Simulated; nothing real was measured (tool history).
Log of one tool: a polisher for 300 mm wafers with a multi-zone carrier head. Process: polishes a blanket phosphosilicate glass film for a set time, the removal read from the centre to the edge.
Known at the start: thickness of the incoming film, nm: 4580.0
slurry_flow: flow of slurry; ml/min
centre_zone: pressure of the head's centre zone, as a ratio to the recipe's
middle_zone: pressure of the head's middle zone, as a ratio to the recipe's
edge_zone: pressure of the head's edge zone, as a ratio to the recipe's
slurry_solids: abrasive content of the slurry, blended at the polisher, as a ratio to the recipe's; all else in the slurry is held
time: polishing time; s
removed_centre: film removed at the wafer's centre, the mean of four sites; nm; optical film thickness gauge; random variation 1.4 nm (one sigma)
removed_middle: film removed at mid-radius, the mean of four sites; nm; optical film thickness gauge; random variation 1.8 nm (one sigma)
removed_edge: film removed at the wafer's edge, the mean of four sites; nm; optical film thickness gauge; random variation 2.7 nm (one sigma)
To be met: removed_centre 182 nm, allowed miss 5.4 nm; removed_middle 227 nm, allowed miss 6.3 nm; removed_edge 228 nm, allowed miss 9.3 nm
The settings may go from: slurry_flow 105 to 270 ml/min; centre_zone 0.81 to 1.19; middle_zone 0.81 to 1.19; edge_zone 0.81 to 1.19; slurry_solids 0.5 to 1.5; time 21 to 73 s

Run 1, hour 0: slurry_flow 175 ml/min, centre_zone 1, middle_zone 1, edge_zone 1, slurry_solids 1, time 47 s. Result: removed_centre 430.16 nm, removed_middle 435.48 nm, removed_edge 422.58 nm.
Run 2, hour 4.2: slurry_flow 175 ml/min, centre_zone 1, middle_zone 1, edge_zone 1, slurry_solids 1, time 36 s. Result: removed_centre 334.26 nm, removed_middle 327.83 nm, removed_edge 335.05 nm.
Run 3, hour 5.9: slurry_flow 175 ml/min, centre_zone 1, middle_zone 1, edge_zone 1, slurry_solids 1, time 30 s. Result: removed_centre 276.27 nm, removed_middle 275.93 nm, removed_edge 275.09 nm.
Run 4, hour 14.1: slurry_flow 160 ml/min, centre_zone 0.95, middle_zone 1, edge_zone 1, slurry_solids 0.9, time 30 s. Result: removed_centre 244.39 nm, removed_middle 261.44 nm, removed_edge 260.28 nm.
Run 5, hour 15.1: slurry_flow 160 ml/min, centre_zone 1.01, middle_zone 1, edge_zone 1, slurry_solids 0.9, time 30 s. Result: removed_centre 259.76 nm, removed_middle 257.99 nm, removed_edge 259.45 nm.
Run 6, hour 17.1: slurry_flow 145 ml/min, centre_zone 0.96, middle_zone 0.99, edge_zone 1, slurry_solids 0.85, time 30 s. Result: removed_centre 238.62 nm, removed_middle 245.4 nm, removed_edge 247 nm.
Run 7, hour 18.1: slurry_flow 140 ml/min, centre_zone 0.92, middle_zone 1, edge_zone 1.02, slurry_solids 0.8, time 30 s. Result: removed_centre 223.3 nm, removed_middle 241.77 nm, removed_edge 242.27 nm.
Run 8, hour 19.6: slurry_flow 135 ml/min, centre_zone 0.89, middle_zone 1.01, edge_zone 1.05, slurry_solids 0.75, time 30 s. Result: removed_centre 207.13 nm, removed_middle 235.44 nm, removed_edge 237.83 nm.
Run 9, hour 24.1: slurry_flow 130 ml/min, centre_zone 0.87, middle_zone 1.01, edge_zone 1.05, slurry_solids 0.75, time 30 s. Result: removed_centre 200.7 nm, removed_middle 233.29 nm, removed_edge 235.2 nm.

4 next moves are on the table. One of them brings every result within its allowed miss. Which?
Run A, hour 28.6: slurry_flow 140 ml/min, centre_zone 0.83, middle_zone 1.02, edge_zone 1.08, slurry_solids 0.75, time 30 s. Result: removed_centre ?, removed_middle ?, removed_edge ?.
Run B, hour 28.6: slurry_flow 160 ml/min, centre_zone 0.81, middle_zone 1.01, edge_zone 1.05, slurry_solids 0.7, time 29 s. Result: removed_centre ?, removed_middle ?, removed_edge ?.
Run C, hour 28.6: slurry_flow 120 ml/min, centre_zone 0.86, middle_zone 1, edge_zone 1.09, slurry_solids 0.85, time 28 s. Result: removed_centre ?, removed_middle ?, removed_edge ?.
Run D, hour 28.6: slurry_flow 115 ml/min, centre_zone 0.92, middle_zone 1.03, edge_zone 1.04, slurry_solids 0.8, time 31 s. Result: removed_centre ?, removed_middle ?, removed_edge ?.

move  removed_centre  removed_middle  removed_edge
   A          195.57          238.77        237.83
   B          183.69          226.76        223.98
   C          192.98           225.2        230.91
   D          219.11          246.66        242.95
A: nearer than the last run, and not there yet
B: meets every target
C: nearer than the last run, and not there yet
D: further off than the last run
Answer: B

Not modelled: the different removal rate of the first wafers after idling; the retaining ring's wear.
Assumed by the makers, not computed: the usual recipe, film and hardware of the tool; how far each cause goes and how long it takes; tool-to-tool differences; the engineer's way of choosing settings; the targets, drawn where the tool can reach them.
